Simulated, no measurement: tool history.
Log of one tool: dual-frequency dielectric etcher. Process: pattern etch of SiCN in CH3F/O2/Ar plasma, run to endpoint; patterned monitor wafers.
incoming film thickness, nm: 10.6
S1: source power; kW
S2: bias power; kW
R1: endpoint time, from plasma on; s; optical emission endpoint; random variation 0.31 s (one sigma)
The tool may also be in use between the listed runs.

run,hour,S1,S2,R1
1,0.0,0.360,0.063,29.171
2,3.0,0.420,0.063,26.893
3,7.8,0.390,0.063,27.883
4,10.7,0.350,0.060,30.648
5,15.4,0.330,0.059,31.450
6,23.5,0.360,0.059,29.882
7,27.7,0.340,0.058,31.835
8,33.0,0.330,0.058,31.925

The next listed run, before its measurement:
9,40.1,0.320,0.057,?

R1: 32.786 s

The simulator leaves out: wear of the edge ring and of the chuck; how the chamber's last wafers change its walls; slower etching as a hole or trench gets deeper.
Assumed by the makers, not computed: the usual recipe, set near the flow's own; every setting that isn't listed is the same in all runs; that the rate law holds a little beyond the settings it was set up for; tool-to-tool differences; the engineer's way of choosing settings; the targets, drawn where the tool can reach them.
